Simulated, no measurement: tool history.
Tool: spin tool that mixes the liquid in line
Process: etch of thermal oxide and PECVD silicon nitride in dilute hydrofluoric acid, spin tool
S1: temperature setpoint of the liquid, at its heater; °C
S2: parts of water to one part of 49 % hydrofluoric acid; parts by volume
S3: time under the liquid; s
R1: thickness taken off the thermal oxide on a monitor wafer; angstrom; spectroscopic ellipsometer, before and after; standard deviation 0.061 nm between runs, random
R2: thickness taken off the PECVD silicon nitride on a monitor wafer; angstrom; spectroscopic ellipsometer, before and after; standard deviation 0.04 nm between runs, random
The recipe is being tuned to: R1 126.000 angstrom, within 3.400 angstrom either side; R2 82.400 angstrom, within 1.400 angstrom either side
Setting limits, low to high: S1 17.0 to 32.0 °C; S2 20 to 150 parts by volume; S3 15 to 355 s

run	day	S1	S2	S3	R1	R2
1	0.000	24.0	85	180	109.890	84.540
2	0.333	26.5	85	180	121.330	99.073
3	0.629	26.5	85	155	104.950	85.735
4	0.658	24.5	85	155	95.928	74.675
5	0.917	24.5	100	155	80.895	63.864
6	1.100	24.5	85	155	96.743	74.821
7	1.408	23.5	75	150	102.330	76.512
8	1.492	23.0	70	145	105.310	76.590
9	1.746	22.5	65	140	107.890	77.345
10	2.088	22.0	60	140	115.330	80.035
11	2.217	21.5	55	140	123.580	85.523
12	2.433	19.0	45	140	137.910	86.714

Which of these 4 next moves meets every target?
A	2.650	25.5	65	140	?	?
B	2.650	18.5	45	140	?	?
C	2.650	19.0	65	190	?	?
D	2.650	20.0	40	125	?	?

move	R1	R2
A	121.900	94.177
B	134.890	83.613
C	126.510	82.221
D	145.370	92.958
A: moves the result that the last run missed by most past its target, out the other side
B: an improvement on the last run, though not all results are within tolerance
C: hits every target within its allowed miss
D: moves away from the targets compared with the last run
C is the move that brings every result within its allowed miss.
